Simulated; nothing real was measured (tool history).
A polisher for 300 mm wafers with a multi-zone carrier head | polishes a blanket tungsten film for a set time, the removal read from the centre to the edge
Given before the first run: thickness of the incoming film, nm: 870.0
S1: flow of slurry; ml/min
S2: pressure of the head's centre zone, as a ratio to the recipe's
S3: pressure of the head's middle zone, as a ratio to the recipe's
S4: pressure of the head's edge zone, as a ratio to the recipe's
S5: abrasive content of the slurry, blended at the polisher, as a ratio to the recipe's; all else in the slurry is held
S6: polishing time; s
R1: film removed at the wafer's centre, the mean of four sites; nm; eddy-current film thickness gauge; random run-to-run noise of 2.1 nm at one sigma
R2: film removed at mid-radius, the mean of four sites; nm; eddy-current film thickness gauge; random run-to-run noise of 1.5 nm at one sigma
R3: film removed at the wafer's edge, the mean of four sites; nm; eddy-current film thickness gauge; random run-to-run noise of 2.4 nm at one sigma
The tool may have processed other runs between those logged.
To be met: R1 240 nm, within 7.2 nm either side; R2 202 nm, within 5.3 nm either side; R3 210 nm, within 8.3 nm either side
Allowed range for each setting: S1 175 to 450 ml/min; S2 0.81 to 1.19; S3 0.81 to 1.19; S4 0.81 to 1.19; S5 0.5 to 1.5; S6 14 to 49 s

{"run": 1, "hour": 0.0, "S1": 290, "S2": 1, "S3": 1, "S4": 1, "S5": 1, "S6": 31, "R1": 138.84, "R2": 137.33, "R3": 138.41}
{"run": 2, "hour": 8.1, "S1": 290, "S2": 1, "S3": 1, "S4": 1.04, "S5": 1, "S6": 31, "R1": 139.07, "R2": 138.2, "R3": 139.97}
{"run": 3, "hour": 12.7, "S1": 290, "S2": 1, "S3": 0.96, "S4": 1.04, "S5": 1, "S6": 31, "R1": 139.42, "R2": 133.89, "R3": 142.03}
{"run": 4, "hour": 18.7, "S1": 290, "S2": 1, "S3": 0.96, "S4": 1.04, "S5": 0.9, "S6": 31, "R1": 133.11, "R2": 129.26, "R3": 135.65}
{"run": 5, "hour": 27.5, "S1": 300, "S2": 1.03, "S3": 0.98, "S4": 1.06, "S5": 1.05, "S6": 32, "R1": 152.77, "R2": 142.87, "R3": 148.44}
{"run": 6, "hour": 31.1, "S1": 335, "S2": 1.03, "S3": 0.98, "S4": 1.06, "S5": 1.05, "S6": 32, "R1": 153.4, "R2": 143.5, "R3": 153.21}
{"run": 7, "hour": 32.7, "S1": 350, "S2": 1.06, "S3": 1, "S4": 1.08, "S5": 1.15, "S6": 33, "R1": 165.08, "R2": 155.32, "R3": 162.66}
{"run": 8, "hour": 38.5, "S1": 350, "S2": 1.09, "S3": 1, "S4": 1.08, "S5": 1.2, "S6": 34, "R1": 178.74, "R2": 163.14, "R3": 168.61}
{"run": 9, "hour": 45.9, "S1": 355, "S2": 1.11, "S3": 1, "S4": 1.09, "S5": 1.25, "S6": 35, "R1": 188.19, "R2": 169.82, "R3": 177.75}
{"run": 10, "hour": 50.0, "S1": 355, "S2": 1.11, "S3": 1, "S4": 1.09, "S5": 1.25, "S6": 35, "R1": 189.5, "R2": 172.46, "R3": 176.65}
{"run": 11, "hour": 55.1, "S1": 365, "S2": 1.13, "S3": 0.99, "S4": 1.1, "S5": 1.3, "S6": 36, "R1": 195.96, "R2": 177.36, "R3": 182.13}
{"run": 12, "hour": 58.5, "S1": 380, "S2": 1.14, "S3": 0.97, "S4": 1.09, "S5": 1.35, "S6": 37, "R1": 208.1, "R2": 180.18, "R3": 192.62}
{"run": 13, "hour": 65.2, "S1": 385, "S2": 1.15, "S3": 0.97, "S4": 1.08, "S5": 1.4, "S6": 37, "R1": 216.55, "R2": 182.42, "R3": 192.11}
{"run": 14, "hour": 69.9, "S1": 390, "S2": 1.16, "S3": 0.97, "S4": 1.09, "S5": 1.4, "S6": 37, "R1": 214.23, "R2": 181.8, "R3": 196.22}

5 candidate next runs follow, results not yet known. Just one meets every target within its allowed miss. Identify it.
{"run": "A", "hour": 74.6, "S1": 390, "S2": 1.19, "S3": 0.99, "S4": 1.07, "S5": 1.45, "S6": 40, "R1": "?", "R2": "?", "R3": "?"}
{"run": "B", "hour": 74.6, "S1": 405, "S2": 0.87, "S3": 1.03, "S4": 1.19, "S5": 1.3, "S6": 39, "R1": "?", "R2": "?", "R3": "?"}
{"run": "C", "hour": 74.6, "S1": 370, "S2": 1.14, "S3": 0.83, "S4": 1.19, "S5": 1.4, "S6": 39, "R1": "?", "R2": "?", "R3": "?"}
{"run": "D", "hour": 74.6, "S1": 345, "S2": 0.97, "S3": 1.01, "S4": 1.19, "S5": 1.3, "S6": 39, "R1": "?", "R2": "?", "R3": "?"}
{"run": "E", "hour": 74.6, "S1": 235, "S2": 0.96, "S3": 1.18, "S4": 1.16, "S5": 1.05, "S6": 41, "R1": "?", "R2": "?", "R3": "?"}

move=A R1=238.25 R2=205.06 R3=210.65
move=B R1=177.92 R2=200.26 R3=209.61
move=C R1=221.02 R2=170.12 R3=214.27
move=D R1=190.14 R2=194.62 R3=207.8
move=E R1=178 R2=210.23 R3=195.01
A: every result lands within tolerance
B: corrects the largest miss of the last run, while another result sits out of spec
C: its largest miss is bigger than the last run's
D: its largest miss is bigger than the last run's
E: pushes the last run's worst result past its target
Correct choice: A, which meets every target
